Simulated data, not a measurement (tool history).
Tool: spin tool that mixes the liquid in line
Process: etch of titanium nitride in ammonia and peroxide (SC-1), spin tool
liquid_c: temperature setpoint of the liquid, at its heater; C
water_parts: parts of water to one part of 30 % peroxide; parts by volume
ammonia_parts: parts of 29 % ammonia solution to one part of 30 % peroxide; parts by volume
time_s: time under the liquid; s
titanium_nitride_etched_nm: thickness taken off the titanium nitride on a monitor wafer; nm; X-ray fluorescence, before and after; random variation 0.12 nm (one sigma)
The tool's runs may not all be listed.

run,hour,liquid_c,water_parts,ammonia_parts,time_s,titanium_nitride_etched_nm
1,0,61,15.5,0.55,75,7.7306
2,2.3,58,15.5,0.55,75,6.513
3,6.7,58,15.5,0.55,50,4.2179
4,7.7,61.5,15.5,0.55,50,5.3404
5,13.8,62.5,14,0.55,50,6.045
6,16.7,62.5,14,0.75,50,6.4561
7,19.1,63.5,13,0.75,50,7.0184
8,27.4,64.5,12,0.75,50,7.9584
9,33.4,65,11.5,0.75,50,8.1858
10,40.4,65.5,11,0.75,50,8.7979
11,46,66,10.5,0.75,50,9.4233
12,50.9,66.5,10.5,0.75,50,9.6299
13,56.6,67,10.5,0.75,50,9.6929

Forecast run 14:
14,61.9,67,10.5,0.75,50,?

{"run 14": {"titanium_nitride_etched_nm": 9.8149}}

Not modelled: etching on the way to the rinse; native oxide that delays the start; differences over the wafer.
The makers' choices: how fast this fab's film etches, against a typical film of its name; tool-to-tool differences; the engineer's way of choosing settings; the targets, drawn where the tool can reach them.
